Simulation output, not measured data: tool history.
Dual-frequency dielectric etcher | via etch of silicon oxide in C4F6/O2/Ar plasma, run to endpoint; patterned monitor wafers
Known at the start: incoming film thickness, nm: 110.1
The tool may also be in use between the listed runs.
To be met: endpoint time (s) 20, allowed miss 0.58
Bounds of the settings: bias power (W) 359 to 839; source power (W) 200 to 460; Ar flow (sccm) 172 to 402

| run | hour | bias power (W) | source power (W) | Ar flow (sccm) | endpoint time (s) |
|---|---|---|---|---|---|
| 1 | 0 | 599 | 330 | 287 | 22.65 |
| 2 | 3.1 | 599 | 330 | 265 | 21.819 |
| 3 | 11.4 | 599 | 330 | 307 | 22.543 |
| 4 | 13.7 | 620 | 330 | 306 | 22.259 |
| 5 | 21.8 | 580 | 330 | 306 | 22.675 |
| 6 | 30.6 | 602 | 340 | 304 | 22.193 |
| 7 | 38.2 | 620 | 340 | 303 | 22.267 |
| 8 | 41.7 | 637 | 350 | 297 | 21.698 |
| 9 | 44.5 | 652 | 360 | 295 | 21.225 |

Which of these 5 next moves meets every target?
| A | 47.3 | 697 | 390 | 278 | ? |
| B | 47.3 | 610 | 270 | 263 | ? |
| C | 47.3 | 632 | 360 | 315 | ? |
| D | 47.3 | 599 | 300 | 311 | ? |
| E | 47.3 | 580 | 350 | 238 | ? |

| move | endpoint time (s) |
|---|---|
| A | 19.977 |
| B | 23.721 |
| C | 21.573 |
| D | 23.431 |
| E | 21.689 |
A: meets every target
B: further off than the last run
C: further off than the last run
D: further off than the last run
E: further off than the last run
Answer: A
